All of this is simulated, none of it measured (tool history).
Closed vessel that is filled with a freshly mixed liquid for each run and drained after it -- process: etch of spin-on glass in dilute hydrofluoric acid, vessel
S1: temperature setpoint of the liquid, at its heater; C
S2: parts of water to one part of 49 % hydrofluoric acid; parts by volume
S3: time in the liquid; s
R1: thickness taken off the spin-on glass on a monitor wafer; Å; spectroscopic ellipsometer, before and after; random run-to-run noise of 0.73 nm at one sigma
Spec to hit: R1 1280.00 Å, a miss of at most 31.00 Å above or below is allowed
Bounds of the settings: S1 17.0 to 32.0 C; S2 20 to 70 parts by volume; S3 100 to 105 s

run,hour,S1,S2,S3,R1
1,0.0,24.0,40,100,774.31
2,1.5,24.0,30,100,1044.20
3,10.7,22.5,30,100,985.80
4,19.4,22.5,45,100,640.33
5,25.9,22.5,55,100,515.60
6,34.8,25.0,50,100,632.78
7,43.0,27.0,45,100,763.01
8,50.1,28.5,40,100,921.54

Of the 4 settings listed for the next run, only one would bring every result within its allowed miss of target. Which one?
A,57.2,23.5,25,105,?
B,57.2,26.0,30,105,?
C,57.2,30.0,35,105,?
D,57.2,29.0,30,105,?

move,R1
A,1305.00
B,1198.80
C,1199.30
D,1354.70
A: in spec on every target
B: closer than the last run, but not yet in spec
C: closer than the last run, but not yet in spec
D: takes the result that was furthest off past its target
A meets every target.
